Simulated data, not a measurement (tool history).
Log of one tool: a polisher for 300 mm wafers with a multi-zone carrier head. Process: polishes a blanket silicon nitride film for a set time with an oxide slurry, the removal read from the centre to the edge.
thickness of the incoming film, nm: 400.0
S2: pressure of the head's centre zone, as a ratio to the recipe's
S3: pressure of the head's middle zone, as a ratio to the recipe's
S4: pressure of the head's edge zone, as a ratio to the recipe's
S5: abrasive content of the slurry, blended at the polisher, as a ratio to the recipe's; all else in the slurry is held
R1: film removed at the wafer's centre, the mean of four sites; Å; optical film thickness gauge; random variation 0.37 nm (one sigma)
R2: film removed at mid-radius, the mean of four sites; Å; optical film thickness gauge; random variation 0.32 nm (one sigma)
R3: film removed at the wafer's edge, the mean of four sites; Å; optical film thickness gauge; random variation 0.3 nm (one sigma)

Run 1, day 0.000: flow of slurry (ml/min) 280, S2 1.00, S3 1.00, S4 1.00, S5 1.00, polishing time (s) 33. Result: R1 205.47 Å, R2 213.89 Å, R3 209.70 Å.
Run 2, day 0.296: flow of slurry (ml/min) 280, S2 1.03, S3 1.00, S4 1.00, S5 1.00, polishing time (s) 33. Result: R1 211.54 Å, R2 213.80 Å, R3 206.39 Å.
Run 3, day 0.533: flow of slurry (ml/min) 280, S2 1.03, S3 0.92, S4 1.00, S5 1.00, polishing time (s) 33. Result: R1 212.42 Å, R2 203.11 Å, R3 205.88 Å.
Run 4, day 0.700: flow of slurry (ml/min) 280, S2 1.00, S3 0.92, S4 1.00, S5 1.00, polishing time (s) 33. Result: R1 210.65 Å, R2 199.67 Å, R3 206.43 Å.
Run 5, day 0.896: flow of slurry (ml/min) 280, S2 1.00, S3 0.92, S4 1.07, S5 1.00, polishing time (s) 33. Result: R1 207.81 Å, R2 196.72 Å, R3 215.33 Å.
Run 6, day 1.271: flow of slurry (ml/min) 280, S2 1.00, S3 0.92, S4 1.15, S5 1.00, polishing time (s) 33. Result: R1 213.74 Å, R2 197.57 Å, R3 224.03 Å.
Run 7, day 1.379: flow of slurry (ml/min) 285, S2 0.94, S3 1.02, S4 1.17, S5 1.25, polishing time (s) 36. Result: R1 248.39 Å, R2 276.62 Å, R3 282.55 Å.
Run 8, day 1.438: flow of slurry (ml/min) 290, S2 0.95, S3 1.01, S4 1.18, S5 1.30, polishing time (s) 36. Result: R1 259.03 Å, R2 275.81 Å, R3 283.40 Å.
Run 9, day 1.692: flow of slurry (ml/min) 290, S2 0.94, S3 1.00, S4 1.18, S5 1.35, polishing time (s) 36. Result: R1 254.78 Å, R2 278.30 Å, R3 295.76 Å.
Run 10, day 1.788: flow of slurry (ml/min) 295, S2 0.95, S3 1.00, S4 1.18, S5 1.40, polishing time (s) 36. Result: R1 266.91 Å, R2 282.94 Å, R3 303.82 Å.

The next listed run, before its measurement:
Run 11, day 2.083: flow of slurry (ml/min) 300, S2 0.96, S3 1.01, S4 1.18, S5 1.40, polishing time (s) 36. Result: R1 ?, R2 ?, R3 ?.

Run 11 gave R1 268.07 Å, R2 284.16 Å, R3 295.21 Å.
